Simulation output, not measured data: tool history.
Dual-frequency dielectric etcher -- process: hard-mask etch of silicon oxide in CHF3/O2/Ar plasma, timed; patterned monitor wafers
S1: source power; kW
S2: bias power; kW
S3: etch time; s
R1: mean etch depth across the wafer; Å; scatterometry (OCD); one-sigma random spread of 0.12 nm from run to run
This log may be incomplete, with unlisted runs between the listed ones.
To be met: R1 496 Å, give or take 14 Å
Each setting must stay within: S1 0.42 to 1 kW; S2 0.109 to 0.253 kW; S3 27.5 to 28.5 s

run  hour    S1     S2    S3      R1
  1     0  0.71  0.181  27.5  564.54
  2   6.5  0.71  0.181  28.5  585.93
  3   9.7  0.66  0.175  28.5  560.96
  4  12.7  0.71  0.175  28.5  581.79
  5    17  0.71  0.175  27.5  564.02
  6  18.8  0.71  0.164  27.5  557.95
  7  20.1  0.67  0.162  27.5  536.71
     27.6  -- bias power generator calibrated
  8  27.6  0.64   0.16  27.5  524.58

Below are 4 possible settings for the next run. Only one of them brings all results inside the allowed miss of their targets. Which is it?
  A  35.1   0.6  0.177    28   ?
  B  35.1   0.6  0.152  27.5   ?
  C  35.1  0.67  0.171  28.5   ?
  D  35.1  0.64  0.164    28   ?

move      R1
   A  525.85
   B     501
   C  564.27
   D  536.41
A: roughly where the last run was
B: in spec on every target
C: the biggest miss grows against the last run
D: the biggest miss grows against the last run
Go with B: it meets all targets.
